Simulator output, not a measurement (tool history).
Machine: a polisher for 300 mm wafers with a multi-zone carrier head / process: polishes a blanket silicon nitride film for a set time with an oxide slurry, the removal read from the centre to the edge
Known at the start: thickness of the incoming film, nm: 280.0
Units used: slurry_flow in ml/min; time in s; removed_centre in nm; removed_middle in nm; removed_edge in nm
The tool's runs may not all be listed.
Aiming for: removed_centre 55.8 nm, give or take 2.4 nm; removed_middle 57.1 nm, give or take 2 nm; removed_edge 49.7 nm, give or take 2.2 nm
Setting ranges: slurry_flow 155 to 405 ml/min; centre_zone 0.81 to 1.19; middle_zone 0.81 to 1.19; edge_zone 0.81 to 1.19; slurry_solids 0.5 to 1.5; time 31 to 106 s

Run 1, hour 0: slurry_flow 260 ml/min, centre_zone 1, middle_zone 1, edge_zone 1, slurry_solids 1, time 68 s. Result: removed_centre 46.091 nm, removed_middle 47.931 nm, removed_edge 46.526 nm.
Run 2, hour 7.6: slurry_flow 265 ml/min, centre_zone 1.02, middle_zone 1.02, edge_zone 1, slurry_solids 1, time 68 s. Result: removed_centre 47.727 nm, removed_middle 47.632 nm, removed_edge 46.611 nm.
Run 3, hour 16.1: slurry_flow 265 ml/min, centre_zone 1.02, middle_zone 1.02, edge_zone 1, slurry_solids 1, time 54 s. Result: removed_centre 37.299 nm, removed_middle 39.524 nm, removed_edge 37.102 nm.
Run 4, hour 20.3: slurry_flow 270 ml/min, centre_zone 1.03, middle_zone 1.04, edge_zone 1, slurry_solids 1.05, time 54 s. Result: removed_centre 39.4 nm, removed_middle 40.348 nm, removed_edge 38.471 nm.
Run 5, hour 25.1: slurry_flow 300 ml/min, centre_zone 1.03, middle_zone 1.04, edge_zone 1, slurry_solids 1.05, time 54 s. Result: removed_centre 40.131 nm, removed_middle 41.2 nm, removed_edge 38.3 nm.
Run 6, hour 34.1: slurry_flow 265 ml/min, centre_zone 1.03, middle_zone 1.04, edge_zone 1, slurry_solids 1.05, time 54 s. Result: removed_centre 39.682 nm, removed_middle 40.86 nm, removed_edge 38.578 nm.
Run 7, hour 41.8: slurry_flow 270 ml/min, centre_zone 1.03, middle_zone 1.06, edge_zone 0.99, slurry_solids 1.1, time 54 s. Result: removed_centre 40.744 nm, removed_middle 41.841 nm, removed_edge 39.545 nm.
Run 8, hour 50.2: slurry_flow 270 ml/min, centre_zone 1.03, middle_zone 1.06, edge_zone 0.99, slurry_solids 1.1, time 54 s. Result: removed_centre 40.408 nm, removed_middle 41.732 nm, removed_edge 38.659 nm.
Run 9, hour 53.1: slurry_flow 275 ml/min, centre_zone 1.03, middle_zone 1.08, edge_zone 0.99, slurry_solids 1.15, time 55 s. Result: removed_centre 42.05 nm, removed_middle 43.744 nm, removed_edge 40.111 nm.
Run 10, hour 58.4: slurry_flow 280 ml/min, centre_zone 1.03, middle_zone 1.09, edge_zone 0.99, slurry_solids 1.2, time 56 s. Result: removed_centre 42.76 nm, removed_middle 45.383 nm, removed_edge 40.904 nm.
Run 11, hour 62.5: slurry_flow 280 ml/min, centre_zone 1.04, middle_zone 1.1, edge_zone 0.99, slurry_solids 1.25, time 57 s. Result: removed_centre 44.486 nm, removed_middle 48.461 nm, removed_edge 41.773 nm.
Run 12, hour 68.9: slurry_flow 275 ml/min, centre_zone 1.05, middle_zone 1.09, edge_zone 1, slurry_solids 1.3, time 58 s. Result: removed_centre 46.862 nm, removed_middle 48.529 nm, removed_edge 43.858 nm.
Run 13, hour 71.5: slurry_flow 275 ml/min, centre_zone 1.06, middle_zone 1.1, edge_zone 1.01, slurry_solids 1.35, time 58 s. Result: removed_centre 48.897 nm, removed_middle 50.402 nm, removed_edge 45.737 nm.

5 candidate next runs follow, results not yet known. Just one meets every target within its allowed miss. Identify it.
Run A, hour 74.1: slurry_flow 285 ml/min, centre_zone 1.15, middle_zone 0.96, edge_zone 1.08, slurry_solids 1.45, time 58 s. Result: removed_centre ?, removed_middle ?, removed_edge ?.
Run B, hour 74.1: slurry_flow 265 ml/min, centre_zone 0.91, middle_zone 1.17, edge_zone 1.08, slurry_solids 1.35, time 62 s. Result: removed_centre ?, removed_middle ?, removed_edge ?.
Run C, hour 74.1: slurry_flow 200 ml/min, centre_zone 1.06, middle_zone 1.12, edge_zone 0.92, slurry_solids 1.3, time 57 s. Result: removed_centre ?, removed_middle ?, removed_edge ?.
Run D, hour 74.1: slurry_flow 305 ml/min, centre_zone 1.09, middle_zone 1.11, edge_zone 0.96, slurry_solids 1.3, time 66 s. Result: removed_centre ?, removed_middle ?, removed_edge ?.
Run E, hour 74.1: slurry_flow 200 ml/min, centre_zone 0.99, middle_zone 0.88, edge_zone 1.19, slurry_solids 1.2, time 66 s. Result: removed_centre ?, removed_middle ?, removed_edge ?.

move  removed_centre  removed_middle  removed_edge
   A          53.892          46.033        48.802
   B          43.982          56.328        50.352
   C          44.434          47.206        41.015
   D          56.302          57.333        50.527
   E          46.465          43.224        52.431
A: the biggest miss grows against the last run
B: brings the last run's worst result on target, with another outside its allowed miss
C: the biggest miss grows against the last run
D: meets every target
E: the biggest miss grows against the last run
Correct choice: D, which meets every target
